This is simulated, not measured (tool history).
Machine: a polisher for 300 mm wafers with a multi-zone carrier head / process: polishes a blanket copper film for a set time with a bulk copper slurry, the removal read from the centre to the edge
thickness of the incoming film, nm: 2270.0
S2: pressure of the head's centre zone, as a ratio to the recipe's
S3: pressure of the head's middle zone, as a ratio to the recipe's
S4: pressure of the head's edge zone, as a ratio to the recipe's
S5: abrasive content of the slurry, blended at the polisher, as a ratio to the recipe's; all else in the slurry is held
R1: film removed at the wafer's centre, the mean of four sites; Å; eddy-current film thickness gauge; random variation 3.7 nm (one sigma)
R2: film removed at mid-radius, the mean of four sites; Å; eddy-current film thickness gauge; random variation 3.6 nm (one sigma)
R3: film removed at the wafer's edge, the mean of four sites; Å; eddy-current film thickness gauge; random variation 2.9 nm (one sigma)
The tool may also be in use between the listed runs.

run 1 hour=0 | flow_of_slurry_(ml/min)=260 S2=1 S3=1 S4=1 S5=1 polishing_time_(s)=75 | R1=3929.2 R2=3876 R3=3914.5
run 2 hour=2 | flow_of_slurry_(ml/min)=325 S2=1 S3=1 S4=1 S5=1 polishing_time_(s)=75 | R1=3899.9 R2=4035.4 R3=3980
run 3 hour=10.1 | flow_of_slurry_(ml/min)=325 S2=1 S3=1 S4=1 S5=1 polishing_time_(s)=82 | R1=4341.5 R2=4306.3 R3=4345.5
run 4 hour=18 | flow_of_slurry_(ml/min)=320 S2=0.99 S3=0.98 S4=0.97 S5=0.9 polishing_time_(s)=80 | R1=4172.1 R2=4009.4 R3=4153.7
run 5 hour=23.8 | flow_of_slurry_(ml/min)=320 S2=0.99 S3=0.98 S4=0.97 S5=0.8 polishing_time_(s)=80 | R1=4020.6 R2=4078.1 R3=4092.6
run 6 hour=24.9 | flow_of_slurry_(ml/min)=315 S2=0.99 S3=0.97 S4=0.94 S5=0.75 polishing_time_(s)=77 | R1=3882.5 R2=3771.8 R3=3874.5
run 7 hour=31.1 | flow_of_slurry_(ml/min)=310 S2=0.99 S3=0.97 S4=0.92 S5=0.7 polishing_time_(s)=75 | R1=3833.7 R2=3638 R3=3686.6
run 8 hour=37.1 | flow_of_slurry_(ml/min)=305 S2=0.97 S3=0.97 S4=0.9 S5=0.65 polishing_time_(s)=74 | R1=3561.4 R2=3556.4 R3=3599.3
run 9 hour=40.2 | flow_of_slurry_(ml/min)=300 S2=0.97 S3=0.97 S4=0.88 S5=0.6 polishing_time_(s)=73 | R1=3456.3 R2=3489.3 R3=3415.7
run 10 hour=42.6 | flow_of_slurry_(ml/min)=255 S2=0.94 S3=0.89 S4=0.84 S5=0.55 polishing_time_(s)=73 | R1=3347.2 R2=3181.5 R3=3321.6
run 11 hour=44.7 | flow_of_slurry_(ml/min)=255 S2=0.94 S3=0.9 S4=0.83 S5=0.55 polishing_time_(s)=73 | R1=3332 R2=3177.7 R3=3357.9

Run 12 has not been measured yet. What should we expect?
run 12 hour=49 | flow_of_slurry_(ml/min)=255 S2=0.94 S3=0.91 S4=0.83 S5=0.55 polishing_time_(s)=73 | R1=? R2=? R3=?

R1: 3337.4 Å
R2: 3255.6 Å
R3: 3367.5 Å
